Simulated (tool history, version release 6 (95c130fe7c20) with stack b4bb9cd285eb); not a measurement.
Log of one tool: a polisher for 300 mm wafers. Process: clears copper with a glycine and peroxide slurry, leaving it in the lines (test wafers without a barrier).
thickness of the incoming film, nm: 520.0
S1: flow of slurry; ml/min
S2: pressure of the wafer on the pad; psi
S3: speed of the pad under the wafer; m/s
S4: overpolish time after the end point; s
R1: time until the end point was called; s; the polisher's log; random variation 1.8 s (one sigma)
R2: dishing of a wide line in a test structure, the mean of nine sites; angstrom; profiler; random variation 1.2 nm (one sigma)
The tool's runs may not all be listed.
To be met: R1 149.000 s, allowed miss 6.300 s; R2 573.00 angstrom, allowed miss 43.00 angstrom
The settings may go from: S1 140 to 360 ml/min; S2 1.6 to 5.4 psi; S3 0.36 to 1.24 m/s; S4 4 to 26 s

| run | hour | S1 | S2 | S3 | S4 | R1 | R2 |
|---|---|---|---|---|---|---|---|
| 1 | 0.0 | 230 | 3.5 | 0.80 | 13 | 106.520 | 470.43 |
| 2 | 7.4 | 280 | 3.5 | 0.80 | 13 | 101.090 | 471.39 |
| 3 | 9.6 | 270 | 3.2 | 0.80 | 15 | 111.750 | 498.98 |
| 4 | 15.1 | 260 | 3.0 | 0.80 | 16 | 115.250 | 509.09 |
| 5 | 21.8 | 280 | 3.0 | 0.80 | 16 | 112.920 | 528.26 |
| 6 | 23.9 | 280 | 3.0 | 0.96 | 16 | 99.222 | 578.71 |
|  | 32.2 | slurry nozzle cleaned |
| 7 | 32.2 | 270 | 2.7 | 0.94 | 17 | 103.460 | 618.02 |
| 8 | 41.1 | 270 | 2.5 | 0.90 | 18 | 114.500 | 587.04 |

4 next moves are on the table. One of them brings every result within its allowed miss. Which?
| A | 50.0 | 235 | 2.7 | 0.76 | 17 | ? | ? |
| B | 50.0 | 325 | 1.6 | 0.88 | 25 | ? | ? |
| C | 50.0 | 200 | 1.7 | 1.00 | 22 | ? | ? |
| D | 50.0 | 185 | 1.6 | 1.04 | 26 | ? | ? |

| move | R1 | R2 |
|---|---|---|
| A | 123.580 | 519.62 |
| B | 149.670 | 598.63 |
| C | 138.370 | 573.10 |
| D | 141.060 | 642.06 |
A: nearer than the last run, and not there yet
B: meets every target
C: nearer than the last run, and not there yet
D: nearer than the last run, and not there yet
Move B is the one to make.
